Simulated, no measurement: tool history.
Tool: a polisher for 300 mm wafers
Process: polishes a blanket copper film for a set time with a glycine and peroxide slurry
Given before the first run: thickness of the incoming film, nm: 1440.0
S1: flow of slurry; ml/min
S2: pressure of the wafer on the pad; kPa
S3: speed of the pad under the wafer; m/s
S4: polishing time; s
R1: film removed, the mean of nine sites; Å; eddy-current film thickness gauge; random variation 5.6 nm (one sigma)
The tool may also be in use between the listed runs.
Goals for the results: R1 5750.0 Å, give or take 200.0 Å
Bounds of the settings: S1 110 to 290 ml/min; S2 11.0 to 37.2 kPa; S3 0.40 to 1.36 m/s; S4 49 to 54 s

run    day   S1    S2    S3  S4      R1
  1  0.000  185  24.1  0.88  54  2921.4
  2  0.112  185  24.1  0.88  49  2613.9
  3  0.142  190  28.3  0.98  49  3278.2
  4  0.438  190  31.0  1.08  49  3858.2
  5  0.662  190  33.1  1.14  49  4337.4
  6  1.025  190  33.1  1.14  54  4728.3
  7  1.071  190  34.5  1.16  54  4979.4
  8  1.379  190  35.2  1.18  54  5187.0
  9  1.708  190  35.9  1.20  54  5396.5
 10  1.767  190  36.5  1.20  54  5491.4

Consider the 4 candidate settings below. Which is the only one whose results all fall within their allowed miss of target?
  A  1.825  195  36.5  1.36  54   ?
  B  1.825  160  34.5  1.36  54   ?
  C  1.825  190  37.2  1.34  54   ?
  D  1.825  230  35.9  1.22  50   ?

move      R1
   A  6175.3
   B  5667.6
   C  6173.9
   D  5197.0
A: moves the result that the last run missed by most past its target, out the other side
B: meets every target
C: moves the result that the last run missed by most past its target, out the other side
D: moves away from the targets compared with the last run
Move B is the one to make.

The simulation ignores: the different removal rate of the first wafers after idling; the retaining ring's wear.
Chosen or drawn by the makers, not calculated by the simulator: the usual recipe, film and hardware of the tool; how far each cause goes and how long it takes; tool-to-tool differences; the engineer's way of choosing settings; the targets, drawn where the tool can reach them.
